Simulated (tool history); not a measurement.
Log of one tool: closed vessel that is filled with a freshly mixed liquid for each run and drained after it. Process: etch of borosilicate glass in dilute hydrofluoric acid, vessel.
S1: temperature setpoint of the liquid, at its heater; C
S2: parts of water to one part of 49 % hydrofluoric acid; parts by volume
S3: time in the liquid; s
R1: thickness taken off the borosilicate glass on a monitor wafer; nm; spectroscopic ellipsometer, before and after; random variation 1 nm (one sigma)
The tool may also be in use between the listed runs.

{"run": 1, "hour": 0.0, "S1": 23, "S2": 60, "S3": 115, "R1": 78.924}
{"run": 2, "hour": 1.6, "S1": 23, "S2": 60, "S3": 120, "R1": 82.547}
{"run": 3, "hour": 3.3, "S1": 24.5, "S2": 60, "S3": 120, "R1": 87.335}
{"run": 4, "hour": 10.1, "S1": 26.5, "S2": 60, "S3": 120, "R1": 95.368}
{"run": 5, "hour": 15.8, "S1": 27.5, "S2": 60, "S3": 120, "R1": 98.999}
{"run": 6, "hour": 19.5, "S1": 28.5, "S2": 60, "S3": 120, "R1": 102.11}
{"run": 7, "hour": 20.5, "S1": 28.5, "S2": 60, "S3": 120, "R1": 102.47}

The next listed run, before its measurement:
{"run": 8, "hour": 23.4, "S1": 29, "S2": 55, "S3": 120, "R1": "?"}

{"run 8": {"R1": 114.25}}

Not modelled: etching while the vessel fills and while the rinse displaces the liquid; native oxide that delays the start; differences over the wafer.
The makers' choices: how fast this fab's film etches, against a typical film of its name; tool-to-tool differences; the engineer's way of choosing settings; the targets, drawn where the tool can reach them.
